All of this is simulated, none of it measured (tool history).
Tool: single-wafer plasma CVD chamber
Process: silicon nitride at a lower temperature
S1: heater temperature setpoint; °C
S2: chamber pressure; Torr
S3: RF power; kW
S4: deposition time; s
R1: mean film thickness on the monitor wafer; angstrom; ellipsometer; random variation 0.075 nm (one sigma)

| run | hour | S1 | S2 | S3 | S4 | R1 |
|---|---|---|---|---|---|---|
| 1 | 0.0 | 360 | 1.59 | 0.275 | 12.5 | 130.72 |
| 2 | 6.4 | 360 | 1.59 | 0.275 | 11.9 | 122.91 |
| 3 | 11.5 | 368 | 1.59 | 0.275 | 11.9 | 121.58 |
| 4 | 14.9 | 368 | 1.59 | 0.300 | 11.9 | 132.65 |
|  | 18.1 | capacitance manometer re-zeroed and calibrated |
| 5 | 18.1 | 368 | 1.59 | 0.300 | 11.9 | 134.01 |
| 6 | 26.2 | 368 | 1.68 | 0.300 | 11.9 | 135.71 |
| 7 | 26.7 | 368 | 1.75 | 0.300 | 11.9 | 135.94 |
| 8 | 31.9 | 368 | 1.84 | 0.300 | 11.9 | 138.12 |

Forecast run 9:
| 9 | 32.7 | 368 | 1.91 | 0.300 | 11.9 | ? |

Run 9 gave R1 139.73 angstrom.
